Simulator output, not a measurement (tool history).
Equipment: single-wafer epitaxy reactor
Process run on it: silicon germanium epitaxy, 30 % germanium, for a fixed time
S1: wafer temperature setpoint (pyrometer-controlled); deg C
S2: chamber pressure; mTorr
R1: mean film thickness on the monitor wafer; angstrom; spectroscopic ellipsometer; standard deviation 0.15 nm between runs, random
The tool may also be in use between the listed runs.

run	day	S1	S2	R1
1	0.000	605	24500	620.44
2	0.121	610	24500	676.23
3	0.388	610	22100	650.85
4	0.504	614	22100	695.59
5	0.842	608	22100	633.58
6	1.146	608	24400	651.25
7	1.233	605	24300	618.23

Predict the results of run 8:
8	1.338	603	24300	?

Run 8 gave R1 597.11 angstrom.

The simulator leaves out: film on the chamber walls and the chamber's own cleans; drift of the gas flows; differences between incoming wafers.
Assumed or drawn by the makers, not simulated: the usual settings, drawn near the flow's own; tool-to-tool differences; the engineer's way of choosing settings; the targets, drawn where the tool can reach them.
